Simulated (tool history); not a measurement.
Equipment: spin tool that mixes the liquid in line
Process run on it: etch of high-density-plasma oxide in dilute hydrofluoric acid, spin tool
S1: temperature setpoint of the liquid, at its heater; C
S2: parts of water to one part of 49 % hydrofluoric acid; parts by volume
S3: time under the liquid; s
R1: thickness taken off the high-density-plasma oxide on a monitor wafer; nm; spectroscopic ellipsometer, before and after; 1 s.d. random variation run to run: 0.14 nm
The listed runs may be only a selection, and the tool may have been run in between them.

{"run": 1, "hour": 0.0, "S1": 23, "S2": 105, "S3": 100, "R1": 6.1001}
{"run": 2, "hour": 5.8, "S1": 23, "S2": 105, "S3": 100, "R1": 6.047}
{"run": 3, "hour": 7.7, "S1": 26, "S2": 105, "S3": 100, "R1": 6.8291}
{"run": 4, "hour": 9.0, "S1": 26, "S2": 140, "S3": 100, "R1": 4.9333}
{"run": 5, "hour": 13.6, "S1": 25, "S2": 140, "S3": 100, "R1": 4.7884}
{"run": 6, "hour": 18.5, "S1": 25.5, "S2": 130, "S3": 100, "R1": 5.241}
{"run": 7, "hour": 23.7, "S1": 26, "S2": 120, "S3": 100, "R1": 5.9399}
{"run": 8, "hour": 25.6, "S1": 26.5, "S2": 110, "S3": 100, "R1": 6.6323}

Estimate the outcome of run 9 from the log above:
{"run": 9, "hour": 27.4, "S1": 27, "S2": 100, "S3": 100, "R1": "?"}

R1: 7.4875 nm

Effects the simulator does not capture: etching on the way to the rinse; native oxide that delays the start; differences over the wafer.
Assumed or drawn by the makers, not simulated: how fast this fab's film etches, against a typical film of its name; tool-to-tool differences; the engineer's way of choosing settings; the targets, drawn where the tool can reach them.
